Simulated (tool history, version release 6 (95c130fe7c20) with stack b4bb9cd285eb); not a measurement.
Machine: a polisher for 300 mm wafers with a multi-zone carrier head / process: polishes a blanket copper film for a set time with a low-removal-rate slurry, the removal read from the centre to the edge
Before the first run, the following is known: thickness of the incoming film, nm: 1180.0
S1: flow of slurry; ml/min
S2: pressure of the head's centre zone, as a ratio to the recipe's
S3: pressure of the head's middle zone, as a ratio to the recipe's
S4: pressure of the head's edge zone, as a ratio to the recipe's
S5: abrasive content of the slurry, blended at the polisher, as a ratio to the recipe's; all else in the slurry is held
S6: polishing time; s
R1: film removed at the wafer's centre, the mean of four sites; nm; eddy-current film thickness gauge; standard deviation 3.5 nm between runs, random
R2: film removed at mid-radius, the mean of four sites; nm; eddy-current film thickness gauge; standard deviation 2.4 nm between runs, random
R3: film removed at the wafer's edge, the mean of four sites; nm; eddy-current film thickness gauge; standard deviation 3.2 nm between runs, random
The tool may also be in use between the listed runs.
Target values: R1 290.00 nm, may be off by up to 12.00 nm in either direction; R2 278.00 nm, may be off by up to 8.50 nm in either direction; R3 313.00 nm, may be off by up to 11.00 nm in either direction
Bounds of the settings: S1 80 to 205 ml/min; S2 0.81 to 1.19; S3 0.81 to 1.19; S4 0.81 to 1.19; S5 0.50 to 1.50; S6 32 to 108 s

run	hour	S1	S2	S3	S4	S5	S6	R1	R2	R3
1	0.0	135	1.00	1.00	1.00	1.00	70	255.75	249.20	252.52
2	6.9	135	0.93	1.00	1.00	1.00	70	237.31	249.53	251.97
3	9.5	135	0.93	1.00	1.00	1.00	57	198.46	202.86	204.89
4	14.0	135	0.93	1.00	1.00	1.20	57	207.94	213.49	215.61
5	18.2	135	0.93	1.00	1.00	1.20	42	156.69	157.51	157.21
6	23.2	135	0.93	1.00	1.00	1.20	32	115.02	118.99	119.73
7	27.1	150	0.89	0.94	1.10	1.45	51	194.44	195.94	211.71
8	35.7	155	0.90	0.93	1.12	1.45	57	221.51	216.35	241.31
9	39.0	160	0.91	0.94	1.14	1.45	61	236.49	238.94	261.19
10	41.8	165	0.92	0.93	1.15	1.45	64	253.96	248.54	277.65

Of the 5 settings listed for the next run, only one would bring every result within its allowed miss of target. Which one?
A	44.6	180	0.93	0.92	1.15	1.50	71	?	?	?
B	44.6	155	1.11	0.87	1.14	1.35	78	?	?	?
C	44.6	195	1.19	0.86	1.05	1.50	68	?	?	?
D	44.6	135	0.86	1.19	1.08	1.50	57	?	?	?
E	44.6	190	1.09	0.92	1.13	1.35	72	?	?	?

move	R1	R2	R3
A	293.26	273.83	307.26
B	335.79	272.36	321.41
C	326.99	251.08	283.97
D	212.39	258.45	228.40
E	319.56	273.07	303.09
A: in spec on every target
B: the worst result of the last run now meets its target, but another is out of spec
C: closes in on the targets versus the last run, not all within tolerance yet
D: lands further from the targets than the last run did
E: the worst result of the last run now meets its target, but another is out of spec
So the answer is move A, the one that meets all the targets.
